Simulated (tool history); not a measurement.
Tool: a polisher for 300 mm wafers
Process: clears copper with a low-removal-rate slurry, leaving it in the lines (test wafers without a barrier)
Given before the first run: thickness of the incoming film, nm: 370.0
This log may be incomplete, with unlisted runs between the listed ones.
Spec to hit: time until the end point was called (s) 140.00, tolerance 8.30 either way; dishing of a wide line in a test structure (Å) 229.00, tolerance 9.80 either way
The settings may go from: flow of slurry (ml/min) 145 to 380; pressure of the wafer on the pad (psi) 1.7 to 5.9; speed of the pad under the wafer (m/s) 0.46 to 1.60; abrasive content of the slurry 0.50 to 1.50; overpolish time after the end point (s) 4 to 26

run,day,flow of slurry (ml/min),pressure of the wafer on the pad (psi),speed of the pad under the wafer (m/s),abrasive content of the slurry,overpolish time after the end point (s),time until the end point was called (s),dishing of a wide line in a test structure (Å)
1,0.000,245,3.8,1.02,1.00,13,111.48,322.79
2,0.208,245,3.8,1.02,1.00,18,112.69,417.57
3,0.442,245,3.6,1.02,1.00,17,118.35,376.43
4,0.542,245,2.7,1.02,1.00,17,161.06,292.85
5,0.788,245,2.8,1.02,1.00,16,148.59,289.04
6,1.038,245,2.8,1.02,1.00,15,154.55,272.96
7,1.192,245,2.9,1.02,1.00,14,154.22,273.09
8,1.288,245,3.0,1.02,1.00,13,143.52,262.67
9,1.467,245,3.0,1.02,1.00,10,145.52,203.36

Pick the move, out of 5, that brings all results within their allowed miss; only one does.
A,1.646,255,3.3,0.98,0.95,10,?,?
B,1.646,295,3.2,0.96,0.90,10,?,?
C,1.646,260,3.1,1.04,0.90,9,?,?
D,1.646,185,3.2,1.00,1.15,11,?,?
E,1.646,145,3.2,0.98,1.10,11,?,?

move,time until the end point was called (s),dishing of a wide line in a test structure (Å)
A,137.04,215.91
B,142.99,207.51
C,138.22,194.19
D,140.42,230.00
E,151.17,215.14
A: nearer than the last run, and not there yet
B: nearer than the last run, and not there yet
C: further off than the last run
D: each result inside its tolerance
E: nearer than the last run, and not there yet
D is the move that brings every result within its allowed miss.
